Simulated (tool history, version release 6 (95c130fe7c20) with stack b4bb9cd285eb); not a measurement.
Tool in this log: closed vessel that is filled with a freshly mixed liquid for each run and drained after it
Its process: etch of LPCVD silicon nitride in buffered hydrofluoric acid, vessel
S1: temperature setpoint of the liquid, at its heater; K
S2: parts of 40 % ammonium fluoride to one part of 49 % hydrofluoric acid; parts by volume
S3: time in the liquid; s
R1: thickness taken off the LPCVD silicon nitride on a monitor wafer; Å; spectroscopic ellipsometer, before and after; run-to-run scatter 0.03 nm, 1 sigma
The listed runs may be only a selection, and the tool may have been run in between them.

run 1 hour=0 | S1=293.15 S2=7.5 S3=505 | R1=61.392
run 2 hour=3.8 | S1=295.15 S2=7.5 S3=505 | R1=69.781
run 3 hour=11.5 | S1=295.15 S2=9 S3=505 | R1=56.906
run 4 hour=12.6 | S1=295.15 S2=10.5 S3=505 | R1=50.543
run 5 hour=18.1 | S1=294.65 S2=10.5 S3=505 | R1=49.074
run 6 hour=22.7 | S1=294.15 S2=10.5 S3=505 | R1=47.688

Run 7 is up next; what results do you expect?
run 7 hour=28.4 | S1=293.65 S2=10.5 S3=505 | R1=?

Run 7 measured R1 47.213 Å.
